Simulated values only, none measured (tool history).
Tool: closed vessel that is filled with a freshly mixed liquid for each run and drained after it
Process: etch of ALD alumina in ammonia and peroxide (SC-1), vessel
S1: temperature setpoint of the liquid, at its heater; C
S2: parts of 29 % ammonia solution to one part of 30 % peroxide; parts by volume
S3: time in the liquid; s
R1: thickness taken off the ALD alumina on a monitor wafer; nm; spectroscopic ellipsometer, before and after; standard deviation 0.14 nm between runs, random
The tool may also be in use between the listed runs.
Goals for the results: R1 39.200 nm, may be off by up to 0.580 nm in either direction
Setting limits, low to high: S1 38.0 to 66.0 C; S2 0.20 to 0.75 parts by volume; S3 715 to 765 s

run,hour,S1,S2,S3,R1
1,0.0,50.0,0.45,715,43.845
2,3.0,49.5,0.45,715,42.777
3,6.1,56.0,0.45,715,60.561
4,13.3,51.0,0.45,715,46.162
5,14.8,51.0,0.55,715,46.958
6,21.9,51.0,0.55,765,50.540
7,23.5,51.0,0.55,765,50.442
8,25.2,49.5,0.55,765,46.821
9,30.0,48.5,0.55,765,44.073
10,31.6,48.0,0.55,765,42.626
11,35.1,46.0,0.55,765,38.076

Exercise: of the 5 proposed moves below, exactly one satisfies all targets within the stated allowed misses. Which move is it?
A,38.6,45.5,0.60,765,?
B,38.6,46.5,0.40,760,?
C,38.6,46.5,0.60,715,?
D,38.6,45.5,0.55,765,?
E,38.6,47.5,0.60,715,?

move,R1
A,37.603
B,38.033
C,37.190
D,37.292
E,39.339
A: further off than the last run
B: as far off as the last run
C: further off than the last run
D: further off than the last run
E: hits every target within its allowed miss
The move that meets every target is E.

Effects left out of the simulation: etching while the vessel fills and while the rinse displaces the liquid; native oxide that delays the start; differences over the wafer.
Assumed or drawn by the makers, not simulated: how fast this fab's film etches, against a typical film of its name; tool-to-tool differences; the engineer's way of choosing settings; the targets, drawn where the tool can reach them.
